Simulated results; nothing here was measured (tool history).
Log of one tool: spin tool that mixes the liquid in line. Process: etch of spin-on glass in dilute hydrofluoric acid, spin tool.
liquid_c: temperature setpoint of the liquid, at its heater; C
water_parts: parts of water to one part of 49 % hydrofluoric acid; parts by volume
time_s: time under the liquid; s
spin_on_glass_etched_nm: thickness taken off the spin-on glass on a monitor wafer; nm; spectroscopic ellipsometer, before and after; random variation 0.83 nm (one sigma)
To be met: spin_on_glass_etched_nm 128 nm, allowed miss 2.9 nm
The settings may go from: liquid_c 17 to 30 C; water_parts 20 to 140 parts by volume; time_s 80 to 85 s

| run | day | liquid_c | water_parts | time_s | spin_on_glass_etched_nm |
|---|---|---|---|---|---|
| 1 | 0 | 22 | 75 | 80 | 56.417 |
| 2 | 0.058 | 22 | 75 | 80 | 56.754 |
| 3 | 0.271 | 22 | 60 | 80 | 71.761 |
| 4 | 0.458 | 22 | 60 | 85 | 76.206 |
| 5 | 0.533 | 23 | 60 | 85 | 79.131 |
| 6 | 0.721 | 25 | 60 | 85 | 86.516 |
| 7 | 0.942 | 25.5 | 60 | 85 | 87.521 |
| 8 | 1.196 | 26 | 60 | 85 | 89.928 |
| 9 | 1.371 | 26.5 | 60 | 85 | 91.883 |
| 10 | 1.575 | 30 | 45 | 85 | 143.92 |
| 11 | 1.642 | 29.5 | 45 | 85 | 139.96 |

5 next moves are on the table. One of them brings every result within its allowed miss. Which?
| A | 1.708 | 30 | 50 | 85 | ? |
| B | 1.708 | 28 | 45 | 85 | ? |
| C | 1.708 | 30 | 45 | 85 | ? |
| D | 1.708 | 29 | 40 | 80 | ? |
| E | 1.708 | 30 | 50 | 80 | ? |

| move | spin_on_glass_etched_nm |
|---|---|
| A | 127.15 |
| B | 131.49 |
| C | 142.37 |
| D | 146 |
| E | 119.67 |
A: meets every target
B: nearer than the last run, and not there yet
C: further off than the last run
D: further off than the last run
E: takes the result that was furthest off past its target
Move A is the one to make.

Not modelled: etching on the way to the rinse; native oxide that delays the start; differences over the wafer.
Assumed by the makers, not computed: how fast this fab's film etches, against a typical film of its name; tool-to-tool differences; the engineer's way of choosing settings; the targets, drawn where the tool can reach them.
